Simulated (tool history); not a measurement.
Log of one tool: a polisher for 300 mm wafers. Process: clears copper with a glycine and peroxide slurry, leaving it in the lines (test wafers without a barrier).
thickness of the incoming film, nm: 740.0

run	day	flow of slurry (ml/min)	pressure of the wafer on the pad (psi)	speed of the pad under the wafer (m/s)	overpolish time after the end point (s)	time until the end point was called (s)	dishing of a wide line in a test structure (Å)
1	0	165	2.1	1.28	28	150.52	706.1
2	0.229	165	1.8	1.24	30	163.96	700.82
3	0.458	160	1.6	1.14	31	186.52	661.78
4	0.6	130	1.6	1.14	31	200.72	636.99
5	0.938	125	1.5	1.12	33	208.57	666.65
6	0.996	120	1.4	1.1	33	217.45	651.1
7	1.238	120	1.3	1.08	33	230.32	608.28

The next listed run, before its measurement:
8	1.412	115	1.3	1.08	34	?	?

Run 8 gave time until the end point was called (s) 239.96, dishing of a wide line in a test structure (Å) 613.34.
